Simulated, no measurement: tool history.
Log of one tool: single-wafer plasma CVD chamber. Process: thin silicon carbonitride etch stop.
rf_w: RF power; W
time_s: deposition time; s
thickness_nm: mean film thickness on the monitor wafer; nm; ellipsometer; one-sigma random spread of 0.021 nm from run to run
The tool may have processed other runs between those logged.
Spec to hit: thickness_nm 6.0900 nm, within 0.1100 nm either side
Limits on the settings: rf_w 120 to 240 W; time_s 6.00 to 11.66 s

| run | day | rf_w | time_s | thickness_nm |
|---|---|---|---|---|
| 1 | 0.000 | 180 | 8.83 | 4.8228 |
| 2 | 0.375 | 170 | 8.83 | 4.7141 |
| 3 | 0.579 | 180 | 8.83 | 4.8129 |
| 4 | 0.917 | 180 | 9.93 | 5.4051 |
| 5 | 1.129 | 185 | 9.99 | 5.5087 |
| 6 | 1.275 | 160 | 9.99 | 5.2670 |
| 7 | 1.550 | 160 | 9.99 | 5.2418 |
| 8 | 1.717 | 170 | 10.05 | 5.3774 |
| 9 | 1.842 | 175 | 10.10 | 5.4537 |
| 10 | 1.967 | 175 | 10.10 | 5.4611 |
| 11 | 2.288 | 180 | 10.14 | 5.5152 |
| 12 | 2.621 | 185 | 10.19 | 5.6053 |
| 13 | 2.688 | 190 | 10.23 | 5.6676 |
| 14 | 2.896 | 195 | 10.26 | 5.7201 |
| 15 | 3.146 | 200 | 10.29 | 5.7882 |
| 16 | 3.338 | 205 | 10.32 | 5.8397 |
| 17 | 3.675 | 210 | 10.34 | 5.9048 |
| 18 | 3.854 | 210 | 10.36 | 5.9088 |
| 19 | 3.908 | 210 | 10.38 | 5.8672 |
| 20 | 4.079 | 210 | 10.41 | 5.9127 |
| 21 | 4.379 | 210 | 10.43 | 5.9347 |

Pick the move, out of 5, that brings all results within their allowed miss; only one does.
| A | 4.679 | 205 | 10.06 | ? |
| B | 4.679 | 215 | 10.29 | ? |
| C | 4.679 | 220 | 10.05 | ? |
| D | 4.679 | 205 | 10.32 | ? |
| E | 4.679 | 220 | 10.51 | ? |

| move | thickness_nm |
|---|---|
| A | 5.6605 |
| B | 5.8736 |
| C | 5.7765 |
| D | 5.8068 |
| E | 6.0409 |
A: moves away from the targets compared with the last run
B: moves away from the targets compared with the last run
C: moves away from the targets compared with the last run
D: moves away from the targets compared with the last run
E: every result lands within tolerance
Correct choice: E, which meets every target
